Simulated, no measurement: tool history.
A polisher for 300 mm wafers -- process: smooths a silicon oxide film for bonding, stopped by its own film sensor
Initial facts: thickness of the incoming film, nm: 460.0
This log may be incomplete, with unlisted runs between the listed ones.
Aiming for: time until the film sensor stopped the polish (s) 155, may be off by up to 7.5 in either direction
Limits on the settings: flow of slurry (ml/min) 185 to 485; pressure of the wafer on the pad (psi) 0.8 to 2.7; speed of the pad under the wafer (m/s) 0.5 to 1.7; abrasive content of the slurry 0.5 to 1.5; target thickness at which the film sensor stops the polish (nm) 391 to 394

run	hour	flow of slurry (ml/min)	pressure of the wafer on the pad (psi)	speed of the pad under the wafer (m/s)	abrasive content of the slurry	target thickness at which the film sensor stops the polish (nm)	time until the film sensor stopped the polish (s)
1	0	310	1.7	1.1	1	394	102.52
2	1.2	375	1.7	1.1	1	394	102.79
3	2.2	375	1.7	1.1	1.1	394	96.159
4	9	375	1.7	1.3	1.1	394	83.669
5	14.2	430	1.7	1.3	1.1	394	83.375
6	23.2	430	1.4	1.3	1.1	394	98.793
7	31.9	430	1.2	1.26	1.1	394	120.04
# hour 40.1: worn pad replaced by a new one
8	40.1	430	1.1	1.26	1.1	394	117.99

Pick the move, out of 5, that brings all results within their allowed miss; only one does.
A	48.3	430	1.1	1.44	1.15	394	?
B	48.3	440	1.5	1.36	1.2	394	?
C	48.3	385	1.1	1.28	1.35	394	?
D	48.3	430	0.8	1.1	1.1	391	?
E	48.3	450	0.9	1.18	1.15	391	?

move	time until the film sensor stopped the polish (s)
A	103.91
B	79.05
C	106.95
D	186.16
E	153.76
A: the biggest miss grows against the last run
B: the biggest miss grows against the last run
C: the biggest miss grows against the last run
D: moves the result that the last run missed by most past its target, out the other side
E: every result lands within tolerance
The right move is E.
